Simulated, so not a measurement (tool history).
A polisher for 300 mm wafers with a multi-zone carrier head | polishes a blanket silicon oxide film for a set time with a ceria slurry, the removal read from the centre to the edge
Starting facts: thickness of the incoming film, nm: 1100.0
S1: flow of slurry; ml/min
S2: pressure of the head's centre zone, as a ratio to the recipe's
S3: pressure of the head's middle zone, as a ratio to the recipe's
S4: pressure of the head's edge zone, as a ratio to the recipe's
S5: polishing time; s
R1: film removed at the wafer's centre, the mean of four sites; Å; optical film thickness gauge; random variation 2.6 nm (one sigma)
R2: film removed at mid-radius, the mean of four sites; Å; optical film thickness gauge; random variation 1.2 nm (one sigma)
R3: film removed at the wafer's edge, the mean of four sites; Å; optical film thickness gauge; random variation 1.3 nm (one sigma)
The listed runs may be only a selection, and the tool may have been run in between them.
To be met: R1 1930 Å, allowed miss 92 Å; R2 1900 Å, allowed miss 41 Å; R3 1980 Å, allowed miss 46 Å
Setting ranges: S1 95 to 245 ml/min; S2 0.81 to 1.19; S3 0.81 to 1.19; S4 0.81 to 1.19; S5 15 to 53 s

| run | hour | S1 | S2 | S3 | S4 | S5 | R1 | R2 | R3 |
|---|---|---|---|---|---|---|---|---|---|
| 1 | 0 | 155 | 1 | 1 | 1 | 34 | 2449.3 | 2492.8 | 2517.7 |
| 2 | 4.2 | 150 | 0.99 | 0.98 | 0.98 | 33 | 2339.6 | 2390 | 2383.1 |
| 3 | 5.2 | 150 | 1.04 | 0.98 | 0.98 | 33 | 2479.3 | 2381.6 | 2390.3 |
| 4 | 13.4 | 145 | 1.02 | 0.96 | 0.96 | 33 | 2424.6 | 2325.9 | 2361.2 |
| 5 | 14.4 | 140 | 1 | 0.95 | 0.94 | 33 | 2343.8 | 2288.3 | 2349.5 |
| 6 | 23 | 140 | 0.99 | 0.94 | 0.93 | 32 | 2255.4 | 2192.7 | 2262.9 |
| 7 | 28.7 | 135 | 0.98 | 0.93 | 0.92 | 32 | 2277.1 | 2170.7 | 2256.2 |
| 8 | 32.2 | 130 | 0.97 | 0.93 | 0.91 | 32 | 2195.7 | 2193.6 | 2215 |
| 9 | 40 | 125 | 0.96 | 0.92 | 0.9 | 32 | 2157.5 | 2134.7 | 2215.5 |
| 10 | 43.3 | 125 | 0.96 | 0.92 | 0.89 | 32 | 2202.8 | 2128.7 | 2190.7 |
| 11 | 46 | 120 | 0.95 | 0.91 | 0.88 | 32 | 2198.9 | 2114.4 | 2208.9 |
| 12 | 52.1 | 120 | 0.95 | 0.91 | 0.88 | 32 | 2219.2 | 2095 | 2189.5 |
| 13 | 58.7 | 120 | 0.94 | 0.91 | 0.87 | 32 | 2151.6 | 2114.1 | 2181.6 |
| 14 | 60.9 | 120 | 0.94 | 0.91 | 0.86 | 32 | 2168.9 | 2105.7 | 2164.7 |
| 15 | 62.8 | 120 | 0.93 | 0.91 | 0.86 | 32 | 2178.4 | 2105.9 | 2172.4 |
| 16 | 66.4 | 105 | 0.88 | 0.88 | 0.81 | 29 | 1832.2 | 1797.8 | 1898.4 |

Next run, 5 choices. One meets every target within its allowed miss, the rest don't. Which?
| A | 70 | 105 | 0.92 | 0.9 | 0.86 | 30 | ? | ? | ? |
| B | 70 | 105 | 0.84 | 0.96 | 0.81 | 28 | ? | ? | ? |
| C | 70 | 120 | 0.98 | 0.82 | 0.81 | 30 | ? | ? | ? |
| D | 70 | 100 | 0.98 | 0.91 | 0.81 | 27 | ? | ? | ? |
| E | 70 | 145 | 0.89 | 0.83 | 0.94 | 29 | ? | ? | ? |

| move | R1 | R2 | R3 |
|---|---|---|---|
| A | 1909.3 | 1918.2 | 1997.5 |
| B | 1678.2 | 1890 | 1825.7 |
| C | 2043.5 | 1816.4 | 1990.6 |
| D | 1776.9 | 1727.4 | 1751.4 |
| E | 1913.5 | 1826.6 | 2068.2 |
A: meets every target
B: brings the last run's worst result on target, with another outside its allowed miss
C: closer than the last run, but not yet in spec
D: the biggest miss grows against the last run
E: closer than the last run, but not yet in spec
Correct choice: A, which meets every target
